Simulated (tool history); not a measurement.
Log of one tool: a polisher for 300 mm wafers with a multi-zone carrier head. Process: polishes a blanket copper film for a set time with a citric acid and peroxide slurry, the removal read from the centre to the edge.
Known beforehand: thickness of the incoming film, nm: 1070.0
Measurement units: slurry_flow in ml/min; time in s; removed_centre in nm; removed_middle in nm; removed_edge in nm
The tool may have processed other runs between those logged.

run 1 day=0 | slurry_flow=140 centre_zone=1 middle_zone=1 edge_zone=1 slurry_solids=1 time=67 | removed_centre=111.51 removed_middle=112.4 removed_edge=106.79
run 2 day=0.229 | slurry_flow=135 centre_zone=0.98 middle_zone=0.99 edge_zone=0.99 slurry_solids=0.95 time=66 | removed_centre=106.5 removed_middle=106.92 removed_edge=103.03
run 3 day=0.488 | slurry_flow=135 centre_zone=0.98 middle_zone=0.99 edge_zone=0.99 slurry_solids=0.95 time=79 | removed_centre=128.44 removed_middle=132.77 removed_edge=123.51
run 4 day=0.6 | slurry_flow=130 centre_zone=0.96 middle_zone=0.98 edge_zone=0.99 slurry_solids=0.9 time=76 | removed_centre=118.47 removed_middle=120.52 removed_edge=116.66
run 5 day=0.954 | slurry_flow=130 centre_zone=0.96 middle_zone=0.98 edge_zone=0.91 slurry_solids=0.9 time=76 | removed_centre=118.27 removed_middle=123.92 removed_edge=110.92
run 6 day=1.217 | slurry_flow=130 centre_zone=0.96 middle_zone=0.98 edge_zone=0.85 slurry_solids=0.9 time=76 | removed_centre=121.17 removed_middle=121.9 removed_edge=109.13
run 7 day=1.408 | slurry_flow=125 centre_zone=0.94 middle_zone=0.97 edge_zone=0.86 slurry_solids=0.85 time=74 | removed_centre=110.22 removed_middle=113.67 removed_edge=104.28
run 8 day=1.471 | slurry_flow=120 centre_zone=0.92 middle_zone=0.96 edge_zone=0.86 slurry_solids=0.8 time=73 | removed_centre=102.46 removed_middle=109.79 removed_edge=100.11
run 9 day=1.679 | slurry_flow=115 centre_zone=0.91 middle_zone=0.94 edge_zone=0.86 slurry_solids=0.75 time=72 | removed_centre=98.432 removed_middle=101.89 removed_edge=96.301
run 10 day=1.854 | slurry_flow=110 centre_zone=0.9 middle_zone=0.94 edge_zone=0.87 slurry_solids=0.7 time=71 | removed_centre=94.43 removed_middle=96.37 removed_edge=90.838

Estimate the outcome of run 11 from the log above:
run 11 day=2.221 | slurry_flow=110 centre_zone=0.89 middle_zone=0.94 edge_zone=0.9 slurry_solids=0.7 time=70 | removed_centre=? removed_middle=? removed_edge=?

{"run 11": {"removed_centre": 87.569, "removed_middle": 95.638, "removed_edge": 93.719}}

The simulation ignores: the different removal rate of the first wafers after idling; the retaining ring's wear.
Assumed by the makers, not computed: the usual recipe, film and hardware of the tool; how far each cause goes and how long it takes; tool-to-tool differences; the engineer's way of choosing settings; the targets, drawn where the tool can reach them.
